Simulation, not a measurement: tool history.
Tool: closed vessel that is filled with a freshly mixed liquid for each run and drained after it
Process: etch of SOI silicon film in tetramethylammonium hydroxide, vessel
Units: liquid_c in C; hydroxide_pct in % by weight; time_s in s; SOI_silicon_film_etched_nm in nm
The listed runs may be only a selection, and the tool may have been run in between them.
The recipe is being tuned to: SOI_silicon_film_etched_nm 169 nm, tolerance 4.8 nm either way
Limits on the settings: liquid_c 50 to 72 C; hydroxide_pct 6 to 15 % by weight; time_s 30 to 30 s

run    day  liquid_c  hydroxide_pct  time_s  SOI_silicon_film_etched_nm
  1      0        59             10      30                      123.56
  2  0.108        59            8.5      30                      131.62
  3  0.488      59.5            8.5      30                      135.88
  4  0.692        60            8.5      30                      140.23
  5  0.983        60            7.5      30                      145.96
  6    1.1      60.5            7.5      30                      150.44
  7  1.158      60.5            7.5      30                      150.28
  8  1.333        61            7.5      30                      155.48

Consider the 5 candidate settings below. Which is the only one whose results all fall within their allowed miss of target?
  A  1.508        64            8.5      30                           ?
  B  1.508      62.5              8      30                           ?
  C  1.508        64              9      30                           ?
  D  1.508      63.5              8      30                           ?
  E  1.508        64              8      30                           ?

move  SOI_silicon_film_etched_nm
   A                      179.31
   B                      166.85
   C                      175.75
   D                      177.38
   E                      182.86
A: takes the result that was furthest off past its target
B: in spec on every target
C: takes the result that was furthest off past its target
D: takes the result that was furthest off past its target
E: takes the result that was furthest off past its target
The right move is B.
